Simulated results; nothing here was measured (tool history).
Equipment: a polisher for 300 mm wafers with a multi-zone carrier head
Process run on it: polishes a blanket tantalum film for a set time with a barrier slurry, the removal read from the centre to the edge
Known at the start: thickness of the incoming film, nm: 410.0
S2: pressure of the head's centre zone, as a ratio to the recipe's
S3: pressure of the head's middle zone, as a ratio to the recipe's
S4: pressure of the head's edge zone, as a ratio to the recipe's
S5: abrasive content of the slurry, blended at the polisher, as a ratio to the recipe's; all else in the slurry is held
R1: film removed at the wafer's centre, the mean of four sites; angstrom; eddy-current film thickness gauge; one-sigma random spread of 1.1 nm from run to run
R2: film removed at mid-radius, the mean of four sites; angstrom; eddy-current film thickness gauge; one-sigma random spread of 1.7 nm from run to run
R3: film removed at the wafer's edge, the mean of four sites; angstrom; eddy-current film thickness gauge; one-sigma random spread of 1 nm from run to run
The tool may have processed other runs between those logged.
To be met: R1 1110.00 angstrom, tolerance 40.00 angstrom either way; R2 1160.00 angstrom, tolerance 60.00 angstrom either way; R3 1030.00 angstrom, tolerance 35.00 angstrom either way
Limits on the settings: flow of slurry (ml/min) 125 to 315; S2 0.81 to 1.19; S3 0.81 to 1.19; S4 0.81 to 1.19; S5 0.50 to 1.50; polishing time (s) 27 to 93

Run 1, hour 0.0: flow of slurry (ml/min) 205, S2 1.00, S3 1.00, S4 1.00, S5 1.00, polishing time (s) 59. Result: R1 691.36 angstrom, R2 754.65 angstrom, R3 744.78 angstrom.
Run 2, hour 8.4: flow of slurry (ml/min) 220, S2 1.05, S3 1.04, S4 1.02, S5 1.15, polishing time (s) 61. Result: R1 768.39 angstrom, R2 819.04 angstrom, R3 803.09 angstrom.
Run 3, hour 12.7: flow of slurry (ml/min) 220, S2 1.05, S3 1.09, S4 1.02, S5 1.15, polishing time (s) 61. Result: R1 756.19 angstrom, R2 864.46 angstrom, R3 817.57 angstrom.
Run 4, hour 19.8: flow of slurry (ml/min) 230, S2 1.09, S3 1.11, S4 1.00, S5 1.25, polishing time (s) 64. Result: R1 879.36 angstrom, R2 939.14 angstrom, R3 847.04 angstrom.
Run 5, hour 24.6: flow of slurry (ml/min) 235, S2 1.11, S3 1.13, S4 1.02, S5 1.35, polishing time (s) 66. Result: R1 908.91 angstrom, R2 999.90 angstrom, R3 894.42 angstrom.
Run 6, hour 30.5: flow of slurry (ml/min) 235, S2 1.11, S3 1.09, S4 1.02, S5 1.35, polishing time (s) 66. Result: R1 914.74 angstrom, R2 968.98 angstrom, R3 898.77 angstrom.
Run 7, hour 35.3: flow of slurry (ml/min) 240, S2 1.13, S3 1.11, S4 1.03, S5 1.40, polishing time (s) 68. Result: R1 971.70 angstrom, R2 1035.60 angstrom, R3 939.56 angstrom.
Run 8, hour 39.2: flow of slurry (ml/min) 245, S2 1.15, S3 1.12, S4 1.04, S5 1.45, polishing time (s) 69. Result: R1 1018.30 angstrom, R2 1058.60 angstrom, R3 976.39 angstrom.

4 next moves are on the table. One of them brings every result within its allowed miss. Which?
Run A, hour 43.1: flow of slurry (ml/min) 250, S2 1.08, S3 1.19, S4 1.10, S5 1.45, polishing time (s) 74. Result: R1 ?, R2 ?, R3 ?.
Run B, hour 43.1: flow of slurry (ml/min) 230, S2 1.16, S3 1.14, S4 1.00, S5 1.50, polishing time (s) 75. Result: R1 ?, R2 ?, R3 ?.
Run C, hour 43.1: flow of slurry (ml/min) 265, S2 1.09, S3 1.10, S4 1.08, S5 1.40, polishing time (s) 64. Result: R1 ?, R2 ?, R3 ?.
Run D, hour 43.1: flow of slurry (ml/min) 255, S2 1.19, S3 1.05, S4 1.11, S5 1.45, polishing time (s) 62. Result: R1 ?, R2 ?, R3 ?.

move       R1       R2       R3
   A  1006.20  1181.20  1065.10
   B  1087.20  1147.20  1027.80
   C   879.37   955.80   913.34
   D   929.75   890.51   899.80
A: further off than the last run
B: in spec on every target
C: further off than the last run
D: further off than the last run
Move B is the one to make.
